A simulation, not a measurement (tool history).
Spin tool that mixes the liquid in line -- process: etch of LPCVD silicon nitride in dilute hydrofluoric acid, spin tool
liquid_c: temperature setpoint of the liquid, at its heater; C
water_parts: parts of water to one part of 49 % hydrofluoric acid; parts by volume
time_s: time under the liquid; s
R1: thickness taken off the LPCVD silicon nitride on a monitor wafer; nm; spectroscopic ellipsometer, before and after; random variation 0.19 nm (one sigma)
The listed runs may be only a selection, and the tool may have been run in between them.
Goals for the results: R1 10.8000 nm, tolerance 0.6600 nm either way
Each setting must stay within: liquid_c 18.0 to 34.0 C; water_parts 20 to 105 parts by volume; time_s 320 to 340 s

Run 1, hour 0.0: liquid_c 26.0 C, water_parts 55 parts by volume, time_s 320 s. Result: R1 3.4723 nm.
Run 2, hour 0.7: liquid_c 22.5 C, water_parts 55 parts by volume, time_s 320 s. Result: R1 2.8431 nm.
Run 3, hour 3.4: liquid_c 26.0 C, water_parts 45 parts by volume, time_s 325 s. Result: R1 4.5343 nm.
Run 4, hour 4.6: liquid_c 28.0 C, water_parts 45 parts by volume, time_s 325 s. Result: R1 5.3087 nm.
Run 5, hour 5.6: liquid_c 28.0 C, water_parts 45 parts by volume, time_s 320 s. Result: R1 4.9049 nm.
Run 6, hour 11.7: liquid_c 29.5 C, water_parts 40 parts by volume, time_s 320 s. Result: R1 6.1715 nm.
Run 7, hour 18.4: liquid_c 31.0 C, water_parts 35 parts by volume, time_s 320 s. Result: R1 7.5950 nm.
Run 8, hour 20.9: liquid_c 32.0 C, water_parts 30 parts by volume, time_s 320 s. Result: R1 9.7963 nm.
Run 9, hour 29.4: liquid_c 32.5 C, water_parts 30 parts by volume, time_s 320 s. Result: R1 9.9094 nm.

Which one of the following 4 next-run settings gets every result inside its allowed miss? There is exactly one.
Run A, hour 37.9: liquid_c 33.5 C, water_parts 25 parts by volume, time_s 320 s. Result: R1 ?.
Run B, hour 37.9: liquid_c 33.5 C, water_parts 30 parts by volume, time_s 330 s. Result: R1 ?.
Run C, hour 37.9: liquid_c 32.0 C, water_parts 35 parts by volume, time_s 340 s. Result: R1 ?.
Run D, hour 37.9: liquid_c 32.5 C, water_parts 25 parts by volume, time_s 340 s. Result: R1 ?.

move       R1
   A  12.8370
   B  11.0800
   C   8.9223
   D  12.7980
A: pushes the last run's worst result past its target
B: all results in spec
C: misses by more than the last run did
D: pushes the last run's worst result past its target
The move that meets every target is B.

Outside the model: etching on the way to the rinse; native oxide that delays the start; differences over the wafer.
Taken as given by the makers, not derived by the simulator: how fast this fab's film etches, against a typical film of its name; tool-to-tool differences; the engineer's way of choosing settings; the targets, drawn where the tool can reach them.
